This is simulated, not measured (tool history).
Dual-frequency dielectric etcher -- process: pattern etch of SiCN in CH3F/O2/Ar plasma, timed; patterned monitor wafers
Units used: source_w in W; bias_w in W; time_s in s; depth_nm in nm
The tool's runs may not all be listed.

run,day,source_w,bias_w,time_s,depth_nm
1,0,440,100,39,18.949
2,0.146,380,100,39,17.766
3,0.279,450,100,39,19.127
4,0.321,380,100,39,17.791
5,0.5,420,101,39,18.425
6,0.762,390,101,39,17.892
7,0.942,480,110,39,20.293
8,1.042,490,111,39,20.66
9,1.346,500,111,39,20.56
10,1.496,510,112,39,20.832

Expected results for the next run?
11,1.858,520,112,39,?

Run 11 gave depth_nm 21.087 nm.
